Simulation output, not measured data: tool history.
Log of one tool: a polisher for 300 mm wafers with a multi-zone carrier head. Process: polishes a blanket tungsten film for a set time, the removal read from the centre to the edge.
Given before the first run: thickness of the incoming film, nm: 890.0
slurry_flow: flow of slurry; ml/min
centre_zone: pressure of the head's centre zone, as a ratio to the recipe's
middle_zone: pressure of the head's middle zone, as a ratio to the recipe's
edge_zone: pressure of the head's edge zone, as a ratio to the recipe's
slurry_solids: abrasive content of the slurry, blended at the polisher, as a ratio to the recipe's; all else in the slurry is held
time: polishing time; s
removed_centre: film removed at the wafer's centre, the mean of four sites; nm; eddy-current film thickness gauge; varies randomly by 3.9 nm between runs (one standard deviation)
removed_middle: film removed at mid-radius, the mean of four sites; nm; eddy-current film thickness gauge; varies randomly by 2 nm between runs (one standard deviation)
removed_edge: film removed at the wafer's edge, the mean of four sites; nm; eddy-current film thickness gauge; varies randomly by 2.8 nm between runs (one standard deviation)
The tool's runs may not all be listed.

run	day	slurry_flow	centre_zone	middle_zone	edge_zone	slurry_solids	time	removed_centre	removed_middle	removed_edge
1	0	305	1	1	1	1	49	347.59	332.95	335.37
2	0.054	370	1	1	1	1	49	345.19	340.63	341.95
3	0.412	420	1	1	1	1	49	341.64	346.58	346.65
4	0.667	420	1	1	1	1	41	291.77	286.08	282.04
5	0.892	420	1	1	1	1	35	248.27	245.68	244.94
6	1.254	475	1	1	1	1	35	252.25	245.87	241.83
7	1.538	465	1	0.96	1.05	1.15	36	266.31	253.96	268.1
8	1.812	460	1.01	0.94	1.09	1.25	37	274.31	260.78	286.76

Run 9 has not been measured yet. What should we expect?
9	2.108	455	1.03	0.92	1.11	1.35	38	?	?	?

removed_centre: 298.21 nm
removed_middle: 271.68 nm
removed_edge: 300.66 nm

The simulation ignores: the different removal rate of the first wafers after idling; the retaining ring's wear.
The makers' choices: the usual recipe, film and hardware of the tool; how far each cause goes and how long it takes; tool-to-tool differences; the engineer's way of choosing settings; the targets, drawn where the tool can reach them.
